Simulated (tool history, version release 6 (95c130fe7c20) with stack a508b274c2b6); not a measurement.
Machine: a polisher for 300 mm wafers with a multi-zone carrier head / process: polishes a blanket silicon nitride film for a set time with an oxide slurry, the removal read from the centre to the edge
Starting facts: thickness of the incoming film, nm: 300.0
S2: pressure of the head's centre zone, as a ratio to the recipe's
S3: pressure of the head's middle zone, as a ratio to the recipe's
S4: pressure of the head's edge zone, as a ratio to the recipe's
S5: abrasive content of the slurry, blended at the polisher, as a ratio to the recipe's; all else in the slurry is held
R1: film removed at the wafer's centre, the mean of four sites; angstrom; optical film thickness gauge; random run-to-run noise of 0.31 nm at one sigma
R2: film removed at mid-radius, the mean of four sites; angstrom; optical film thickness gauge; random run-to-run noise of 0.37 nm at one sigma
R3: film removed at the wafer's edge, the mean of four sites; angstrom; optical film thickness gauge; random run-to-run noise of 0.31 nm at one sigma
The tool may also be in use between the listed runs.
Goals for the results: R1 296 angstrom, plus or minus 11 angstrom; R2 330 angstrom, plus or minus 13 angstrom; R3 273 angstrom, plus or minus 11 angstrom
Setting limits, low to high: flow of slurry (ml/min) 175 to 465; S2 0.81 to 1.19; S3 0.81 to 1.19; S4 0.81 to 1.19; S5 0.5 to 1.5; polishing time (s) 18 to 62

{"run": 1, "day": 0.0, "flow of slurry (ml/min)": 295, "S2": 1, "S3": 1, "S4": 1, "S5": 1, "polishing time (s)": 40, "R1": 263.46, "R2": 268.9, "R3": 271.45}
{"run": 2, "day": 0.354, "flow of slurry (ml/min)": 295, "S2": 0.93, "S3": 1, "S4": 1, "S5": 1, "polishing time (s)": 40, "R1": 250.59, "R2": 280.62, "R3": 273.26}
{"run": 3, "day": 0.692, "flow of slurry (ml/min)": 295, "S2": 0.93, "S3": 1, "S4": 1, "S5": 1.2, "polishing time (s)": 40, "R1": 265.27, "R2": 291.45, "R3": 286.59}
{"run": 4, "day": 0.996, "flow of slurry (ml/min)": 305, "S2": 0.94, "S3": 1.02, "S4": 0.98, "S5": 1.2, "polishing time (s)": 40, "R1": 260.45, "R2": 296.01, "R3": 286.78}
{"run": 5, "day": 1.167, "flow of slurry (ml/min)": 285, "S2": 0.98, "S3": 1.05, "S4": 0.95, "S5": 1.2, "polishing time (s)": 40, "R1": 278.86, "R2": 295.54, "R3": 278.96}
{"run": 6, "day": 1.238, "flow of slurry (ml/min)": 285, "S2": 1.01, "S3": 1.05, "S4": 0.95, "S5": 1.2, "polishing time (s)": 40, "R1": 285.63, "R2": 300.45, "R3": 279.21}
{"run": 7, "day": 1.396, "flow of slurry (ml/min)": 285, "S2": 1.01, "S3": 1.07, "S4": 0.94, "S5": 1.2, "polishing time (s)": 40, "R1": 282.97, "R2": 302.73, "R3": 280.83}
{"run": 8, "day": 1.5, "flow of slurry (ml/min)": 285, "S2": 1.02, "S3": 1.09, "S4": 0.92, "S5": 1.2, "polishing time (s)": 40, "R1": 291.57, "R2": 304.8, "R3": 272.64}
{"run": 9, "day": 1.708, "flow of slurry (ml/min)": 285, "S2": 1.02, "S3": 1.1, "S4": 0.92, "S5": 1.2, "polishing time (s)": 40, "R1": 291.9, "R2": 303.34, "R3": 278.8}
{"run": 10, "day": 1.875, "flow of slurry (ml/min)": 280, "S2": 1.01, "S3": 1.11, "S4": 0.9, "S5": 1.25, "polishing time (s)": 40, "R1": 290.76, "R2": 311.76, "R3": 280}
{"run": 11, "day": 2.171, "flow of slurry (ml/min)": 285, "S2": 1.01, "S3": 1.12, "S4": 0.89, "S5": 1.25, "polishing time (s)": 40, "R1": 284.15, "R2": 315.12, "R3": 276.07}

Which of these 4 next moves meets every target?
{"run": "A", "day": 2.467, "flow of slurry (ml/min)": 335, "S2": 1.02, "S3": 1.16, "S4": 0.84, "S5": 1.45, "polishing time (s)": 38, "R1": "?", "R2": "?", "R3": "?"}
{"run": "B", "day": 2.467, "flow of slurry (ml/min)": 255, "S2": 1.01, "S3": 1.07, "S4": 0.94, "S5": 1.15, "polishing time (s)": 41, "R1": "?", "R2": "?", "R3": "?"}
{"run": "C", "day": 2.467, "flow of slurry (ml/min)": 290, "S2": 1.01, "S3": 1.06, "S4": 0.94, "S5": 1.25, "polishing time (s)": 40, "R1": "?", "R2": "?", "R3": "?"}
{"run": "D", "day": 2.467, "flow of slurry (ml/min)": 295, "S2": 1, "S3": 1.08, "S4": 0.9, "S5": 1.25, "polishing time (s)": 40, "R1": "?", "R2": "?", "R3": "?"}

move=A R1=297.05 R2=324.03 R3=269.51
move=B R1=284.99 R2=298.72 R3=278.58
move=C R1=290.53 R2=302.21 R3=282.53
move=D R1=288.26 R2=306.51 R3=277.04
A: hits every target within its allowed miss
B: its largest miss is bigger than the last run's
C: its largest miss is bigger than the last run's
D: its largest miss is bigger than the last run's
Correct choice: A, which meets every target
